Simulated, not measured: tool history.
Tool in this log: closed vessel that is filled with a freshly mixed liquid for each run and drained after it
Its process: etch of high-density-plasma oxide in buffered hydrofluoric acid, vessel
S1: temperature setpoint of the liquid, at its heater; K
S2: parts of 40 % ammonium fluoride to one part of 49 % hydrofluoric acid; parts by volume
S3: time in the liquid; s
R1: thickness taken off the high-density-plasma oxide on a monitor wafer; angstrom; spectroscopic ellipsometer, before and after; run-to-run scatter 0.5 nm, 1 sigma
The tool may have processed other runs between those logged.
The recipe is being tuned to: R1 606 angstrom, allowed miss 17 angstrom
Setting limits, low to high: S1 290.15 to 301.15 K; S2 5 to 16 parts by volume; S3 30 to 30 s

Run 1, hour 0: S1 293.15 K, S2 9.5 parts by volume, S3 30 s. Result: R1 401.98 angstrom.
Run 2, hour 1.8: S1 291.65 K, S2 9.5 parts by volume, S3 30 s. Result: R1 373.29 angstrom.
Run 3, hour 5.1: S1 291.65 K, S2 10.5 parts by volume, S3 30 s. Result: R1 346.26 angstrom.
Run 4, hour 8.8: S1 294.65 K, S2 10 parts by volume, S3 30 s. Result: R1 426.41 angstrom.
Run 5, hour 13.6: S1 294.65 K, S2 8 parts by volume, S3 30 s. Result: R1 517.4 angstrom.
Run 6, hour 15.3: S1 291.65 K, S2 8 parts by volume, S3 30 s. Result: R1 434.3 angstrom.
Run 7, hour 17.4: S1 293.65 K, S2 8 parts by volume, S3 30 s. Result: R1 488.33 angstrom.
Run 8, hour 18.4: S1 294.65 K, S2 8 parts by volume, S3 30 s. Result: R1 520.38 angstrom.
Run 9, hour 24.8: S1 295.65 K, S2 8 parts by volume, S3 30 s. Result: R1 544.7 angstrom.
Run 10, hour 29.3: S1 295.65 K, S2 8 parts by volume, S3 30 s. Result: R1 547.35 angstrom.
Run 11, hour 31.8: S1 296.15 K, S2 8 parts by volume, S3 30 s. Result: R1 568.6 angstrom.

Which one of the following 4 next-run settings gets every result inside its allowed miss? There is exactly one.
Run A, hour 34.3: S1 297.15 K, S2 7.5 parts by volume, S3 30 s. Result: R1 ?.
Run B, hour 34.3: S1 298.65 K, S2 8 parts by volume, S3 30 s. Result: R1 ?.
Run C, hour 34.3: S1 295.65 K, S2 8.5 parts by volume, S3 30 s. Result: R1 ?.
Run D, hour 34.3: S1 294.65 K, S2 7 parts by volume, S3 30 s. Result: R1 ?.

move      R1
   A  640.96
   B  648.38
   C   515.6
   D  601.94
A: takes the biggest miss from the last run beyond its target
B: takes the biggest miss from the last run beyond its target
C: further off than the last run
D: meets every target
The move that meets every target is D.
